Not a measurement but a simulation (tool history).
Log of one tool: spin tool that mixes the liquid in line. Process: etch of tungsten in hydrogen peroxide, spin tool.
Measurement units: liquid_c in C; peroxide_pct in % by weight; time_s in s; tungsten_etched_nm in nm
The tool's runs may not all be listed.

{"run": 1, "day": 0.0, "liquid_c": 52, "peroxide_pct": 17.5, "time_s": 50, "tungsten_etched_nm": 99.9}
{"run": 2, "day": 0.346, "liquid_c": 49, "peroxide_pct": 17.5, "time_s": 50, "tungsten_etched_nm": 82.653}
{"run": 3, "day": 0.525, "liquid_c": 45.5, "peroxide_pct": 17.5, "time_s": 50, "tungsten_etched_nm": 66.685}
{"run": 4, "day": 0.65, "liquid_c": 45.5, "peroxide_pct": 17.5, "time_s": 50, "tungsten_etched_nm": 66.868}
{"run": 5, "day": 0.892, "liquid_c": 44, "peroxide_pct": 17.5, "time_s": 50, "tungsten_etched_nm": 60.916}
{"run": 6, "day": 0.933, "liquid_c": 43, "peroxide_pct": 17.5, "time_s": 50, "tungsten_etched_nm": 56.955}

Forecast run 7:
{"run": 7, "day": 0.971, "liquid_c": 42.5, "peroxide_pct": 17.5, "time_s": 50, "tungsten_etched_nm": "?"}

{"run 7": {"tungsten_etched_nm": 55.74}}
